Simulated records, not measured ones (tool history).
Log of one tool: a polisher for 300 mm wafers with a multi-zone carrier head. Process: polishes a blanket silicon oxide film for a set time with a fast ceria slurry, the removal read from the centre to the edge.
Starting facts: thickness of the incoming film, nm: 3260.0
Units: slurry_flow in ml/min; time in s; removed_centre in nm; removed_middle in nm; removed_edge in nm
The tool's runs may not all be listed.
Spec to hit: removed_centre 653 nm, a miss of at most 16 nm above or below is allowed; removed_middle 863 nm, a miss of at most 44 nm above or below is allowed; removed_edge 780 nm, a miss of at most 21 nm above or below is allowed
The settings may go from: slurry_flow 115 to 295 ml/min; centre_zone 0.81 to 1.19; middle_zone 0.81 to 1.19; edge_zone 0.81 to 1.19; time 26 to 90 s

{"run": 1, "hour": 0.0, "slurry_flow": 190, "centre_zone": 1, "middle_zone": 1, "edge_zone": 1, "time": 58, "removed_centre": 973.19, "removed_middle": 976.76, "removed_edge": 1024.8}
{"run": 2, "hour": 5.5, "slurry_flow": 180, "centre_zone": 0.95, "middle_zone": 1.02, "edge_zone": 0.95, "time": 55, "removed_centre": 864.69, "removed_middle": 952.47, "removed_edge": 954.58}
{"run": 3, "hour": 8.4, "slurry_flow": 180, "centre_zone": 0.95, "middle_zone": 1.02, "edge_zone": 0.95, "time": 42, "removed_centre": 653.84, "removed_middle": 737.71, "removed_edge": 731.43}
{"run": 4, "hour": 12.3, "slurry_flow": 185, "centre_zone": 0.94, "middle_zone": 1.05, "edge_zone": 0.96, "time": 42, "removed_centre": 648.15, "removed_middle": 739.89, "removed_edge": 724.83}
{"run": 5, "hour": 15.5, "slurry_flow": 185, "centre_zone": 0.94, "middle_zone": 1.05, "edge_zone": 0.96, "time": 30, "removed_centre": 469.16, "removed_middle": 528.79, "removed_edge": 526.06}
{"run": 6, "hour": 18.7, "slurry_flow": 185, "centre_zone": 0.9, "middle_zone": 1.05, "edge_zone": 0.96, "time": 30, "removed_centre": 451.87, "removed_middle": 527.76, "removed_edge": 520.62}
{"run": 7, "hour": 25.7, "slurry_flow": 165, "centre_zone": 0.9, "middle_zone": 1.08, "edge_zone": 0.96, "time": 35, "removed_centre": 515.47, "removed_middle": 611.39, "removed_edge": 592.35}
{"run": 8, "hour": 33.6, "slurry_flow": 165, "centre_zone": 0.88, "middle_zone": 1.1, "edge_zone": 0.95, "time": 39, "removed_centre": 558, "removed_middle": 705.94, "removed_edge": 668.51}
{"run": 9, "hour": 38.1, "slurry_flow": 165, "centre_zone": 0.88, "middle_zone": 1.12, "edge_zone": 0.95, "time": 41, "removed_centre": 583.08, "removed_middle": 733.14, "removed_edge": 702.24}
{"run": 10, "hour": 43.9, "slurry_flow": 165, "centre_zone": 0.88, "middle_zone": 1.14, "edge_zone": 0.93, "time": 42, "removed_centre": 598.71, "removed_middle": 781.19, "removed_edge": 711.18}
{"run": 11, "hour": 50.5, "slurry_flow": 165, "centre_zone": 0.88, "middle_zone": 1.15, "edge_zone": 0.94, "time": 43, "removed_centre": 614.77, "removed_middle": 798.24, "removed_edge": 725.57}
{"run": 12, "hour": 51.4, "slurry_flow": 165, "centre_zone": 0.88, "middle_zone": 1.16, "edge_zone": 0.95, "time": 44, "removed_centre": 627.34, "removed_middle": 838.65, "removed_edge": 750.04}
{"hour": 59.8, "done": "edge zone pressure recalibrated"}
{"run": 13, "hour": 59.8, "slurry_flow": 165, "centre_zone": 0.89, "middle_zone": 1.16, "edge_zone": 0.96, "time": 44, "removed_centre": 636.84, "removed_middle": 838.28, "removed_edge": 724.95}
{"run": 14, "hour": 64.8, "slurry_flow": 170, "centre_zone": 0.89, "middle_zone": 1.16, "edge_zone": 0.94, "time": 44, "removed_centre": 632.82, "removed_middle": 832.88, "removed_edge": 729.07}
{"run": 15, "hour": 69.9, "slurry_flow": 170, "centre_zone": 0.88, "middle_zone": 1.16, "edge_zone": 0.94, "time": 45, "removed_centre": 654.2, "removed_middle": 855.12, "removed_edge": 744.91}
{"run": 16, "hour": 75.1, "slurry_flow": 160, "centre_zone": 0.88, "middle_zone": 1.16, "edge_zone": 0.94, "time": 45, "removed_centre": 634.07, "removed_middle": 841.24, "removed_edge": 739.89}
{"run": 17, "hour": 81.3, "slurry_flow": 165, "centre_zone": 0.87, "middle_zone": 1.16, "edge_zone": 0.95, "time": 45, "removed_centre": 636, "removed_middle": 849.93, "removed_edge": 745.88}

Next run, 4 choices. One meets every target within its allowed miss, the rest don't. Which?
{"run": "A", "hour": 87.5, "slurry_flow": 115, "centre_zone": 0.88, "middle_zone": 1.15, "edge_zone": 0.93, "time": 51, "removed_centre": "?", "removed_middle": "?", "removed_edge": "?"}
{"run": "B", "hour": 87.5, "slurry_flow": 165, "centre_zone": 0.96, "middle_zone": 1.1, "edge_zone": 0.99, "time": 44, "removed_centre": "?", "removed_middle": "?", "removed_edge": "?"}
{"run": "C", "hour": 87.5, "slurry_flow": 155, "centre_zone": 1.02, "middle_zone": 1.13, "edge_zone": 1.02, "time": 43, "removed_centre": "?", "removed_middle": "?", "removed_edge": "?"}
{"run": "D", "hour": 87.5, "slurry_flow": 185, "centre_zone": 0.9, "middle_zone": 1.11, "edge_zone": 0.95, "time": 47, "removed_centre": "?", "removed_middle": "?", "removed_edge": "?"}

move=A removed_centre=660.15 removed_middle=855.04 removed_edge=792.39
move=B removed_centre=686.5 removed_middle=777.05 removed_edge=748.05
move=C removed_centre=702.39 removed_middle=766.08 removed_edge=733.82
move=D removed_centre=704.38 removed_middle=854.09 removed_edge=796.7
A: in spec on every target
B: misses by more than the last run did
C: misses by more than the last run did
D: brings the result that was furthest off to its target, and leaves another outside
So the answer is move A, the one that meets all the targets.
